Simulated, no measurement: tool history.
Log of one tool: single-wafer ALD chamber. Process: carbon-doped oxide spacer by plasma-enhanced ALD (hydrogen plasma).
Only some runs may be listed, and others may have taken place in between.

run	day	heater temperature setpoint (K)	number of ALD cycles (cycles)	mean film thickness on the monitor wafer (Å)
1	0.000	678.15	317	140.77
2	0.217	678.15	359	159.16
3	0.512	678.15	335	149.33
4	0.542	678.15	352	156.17
5	0.875	678.15	386	172.11
6	0.942	680.15	380	166.41

For run 7, what comes out?
7	1.054	683.15	379	?

Run 7 yielded mean film thickness on the monitor wafer (Å) 165.42.

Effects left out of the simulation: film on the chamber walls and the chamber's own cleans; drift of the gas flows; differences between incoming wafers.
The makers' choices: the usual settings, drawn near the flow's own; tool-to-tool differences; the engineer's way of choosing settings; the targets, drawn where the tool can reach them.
